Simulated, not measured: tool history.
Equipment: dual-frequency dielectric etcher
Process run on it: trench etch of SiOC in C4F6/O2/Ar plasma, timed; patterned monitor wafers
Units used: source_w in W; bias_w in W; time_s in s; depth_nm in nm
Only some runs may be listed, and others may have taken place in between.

run  hour  source_w  bias_w  time_s  depth_nm
  1     0       370     160    18.5    34.371
  2     2       330     160    18.5    32.029
  3   6.1       390     163    18.5    35.314
  4   9.1       390     173    18.5    36.649
  5  14.4       390     161    18.5    35.031
  6  18.3       430     166    18.5    38.005

Run 7 has not been measured yet. What should we expect?
  7  20.2       450     167    18.5         ?

Run 7 produced depth_nm 38.754 nm.

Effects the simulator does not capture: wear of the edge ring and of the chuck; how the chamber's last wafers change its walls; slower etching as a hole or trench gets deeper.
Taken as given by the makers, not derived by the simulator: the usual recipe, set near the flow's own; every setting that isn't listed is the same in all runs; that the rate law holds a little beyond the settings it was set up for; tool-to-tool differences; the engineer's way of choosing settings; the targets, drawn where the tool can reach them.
